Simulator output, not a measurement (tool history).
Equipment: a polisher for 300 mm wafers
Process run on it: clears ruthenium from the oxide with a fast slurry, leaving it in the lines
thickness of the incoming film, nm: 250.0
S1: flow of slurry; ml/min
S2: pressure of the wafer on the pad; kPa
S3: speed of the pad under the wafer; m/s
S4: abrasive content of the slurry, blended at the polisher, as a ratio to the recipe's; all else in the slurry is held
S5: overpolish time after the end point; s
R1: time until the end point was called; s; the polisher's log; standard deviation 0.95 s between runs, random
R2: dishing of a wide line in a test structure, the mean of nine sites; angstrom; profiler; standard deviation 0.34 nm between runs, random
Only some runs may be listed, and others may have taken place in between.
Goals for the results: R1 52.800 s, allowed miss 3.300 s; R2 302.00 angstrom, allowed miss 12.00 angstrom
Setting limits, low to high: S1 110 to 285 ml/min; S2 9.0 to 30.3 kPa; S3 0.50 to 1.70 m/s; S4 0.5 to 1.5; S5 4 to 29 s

run 1 hour=0.0 | S1=180 S2=19.3 S3=1.10 S4=1.0 S5=15 | R1=64.410 R2=279.71
run 2 hour=6.4 | S1=180 S2=19.3 S3=1.10 S4=0.8 S5=15 | R1=72.998 R2=268.63
run 3 hour=8.1 | S1=180 S2=19.3 S3=1.10 S4=0.7 S5=15 | R1=77.919 R2=258.02
run 4 hour=15.6 | S1=180 S2=21.4 S3=1.10 S4=0.7 S5=15 | R1=69.495 R2=264.27
run 5 hour=20.9 | S1=210 S2=21.4 S3=1.10 S4=0.7 S5=15 | R1=69.014 R2=273.34
run 6 hour=28.2 | S1=210 S2=21.4 S3=1.10 S4=0.7 S5=10 | R1=67.798 R2=223.57
run 7 hour=30.8 | S1=210 S2=22.1 S3=1.10 S4=0.7 S5=11 | R1=64.085 R2=239.43
run 8 hour=31.4 | S1=210 S2=22.8 S3=1.10 S4=0.7 S5=12 | R1=65.068 R2=255.97
run 9 hour=34.1 | S1=210 S2=23.4 S3=1.10 S4=0.7 S5=12 | R1=60.853 R2=262.37
run 10 hour=38.8 | S1=210 S2=24.1 S3=1.10 S4=0.7 S5=12 | R1=58.787 R2=264.44
run 11 hour=47.6 | S1=210 S2=25.5 S3=1.10 S4=0.7 S5=13 | R1=57.916 R2=279.70
run 12 hour=56.4 | S1=210 S2=26.9 S3=1.10 S4=0.7 S5=13 | R1=52.491 R2=286.25
run 13 hour=61.8 | S1=210 S2=26.9 S3=1.10 S4=0.7 S5=14 | R1=53.824 R2=286.75

Which one of the following 4 next-run settings gets every result inside its allowed miss? There is exactly one.
run A hour=67.2 | S1=220 S2=26.9 S3=1.08 S4=0.7 S5=13 | R1=? R2=?
run B hour=67.2 | S1=265 S2=26.9 S3=0.96 S4=0.8 S5=14 | R1=? R2=?
run C hour=67.2 | S1=195 S2=28.3 S3=1.34 S4=0.5 S5=15 | R1=? R2=?
run D hour=67.2 | S1=190 S2=26.9 S3=1.10 S4=0.6 S5=18 | R1=? R2=?

move=A R1=54.464 R2=277.64
move=B R1=55.623 R2=283.11
move=C R1=52.263 R2=295.65
move=D R1=59.644 R2=300.03
A: lands further from the targets than the last run did
B: lands further from the targets than the last run did
C: in spec on every target
D: brings the result that was furthest off to its target, and leaves another outside
Correct choice: C, which meets every target

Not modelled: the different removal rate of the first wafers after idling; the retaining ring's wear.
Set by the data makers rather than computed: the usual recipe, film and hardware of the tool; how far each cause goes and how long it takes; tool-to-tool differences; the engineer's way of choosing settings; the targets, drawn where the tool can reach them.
